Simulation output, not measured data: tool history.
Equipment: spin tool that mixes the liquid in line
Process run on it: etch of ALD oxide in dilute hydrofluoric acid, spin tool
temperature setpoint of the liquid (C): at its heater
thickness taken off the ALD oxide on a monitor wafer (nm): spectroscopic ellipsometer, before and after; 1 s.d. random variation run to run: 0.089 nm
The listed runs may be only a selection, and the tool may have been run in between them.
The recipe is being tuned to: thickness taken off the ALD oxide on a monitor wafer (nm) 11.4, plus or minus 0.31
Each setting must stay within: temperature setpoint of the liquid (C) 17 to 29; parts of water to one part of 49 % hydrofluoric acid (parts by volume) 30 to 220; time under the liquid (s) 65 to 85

run    day  temperature setpoint of the liquid (C)  parts of water to one part of 49 % hydrofluoric acid (parts by volume)  time under the liquid (s)  thickness taken off the ALD oxide on a monitor wafer (nm)
  1      0                                      21                                                                     125                         85                                                     6.8458
  2  0.275                                      22                                                                     120                         85                                                     7.5895
  3  0.442                                      22                                                                     120                         65                                                     5.7097
  4  0.638                                      22                                                                     120                         65                                                     5.6848
  5  0.938                                      22                                                                     100                         65                                                     7.0184
  6  1.017                                    22.5                                                                      95                         65                                                     7.6387
  7  1.354                                    26.5                                                                      80                         65                                                     11.027
  8  1.608                                      27                                                                      80                         65                                                     10.965

Which of these 4 next moves meets every target?
  A  1.862                                    23.5                                                                      65                         65                                                          ?
  B  1.862                                    27.5                                                                      95                         80                                                          ?
  C  1.862                                      23                                                                      70                         65                                                          ?
  D  1.862                                      26                                                                      95                         80                                                          ?

move  thickness taken off the ALD oxide on a monitor wafer (nm)
   A                                                     12.114
   B                                                     11.531
   C                                                     10.951
   D                                                     10.871
A: takes the result that was furthest off past its target
B: in spec on every target
C: no nearer and no further than the last run
D: misses by more than the last run did
B is the move that brings every result within its allowed miss.
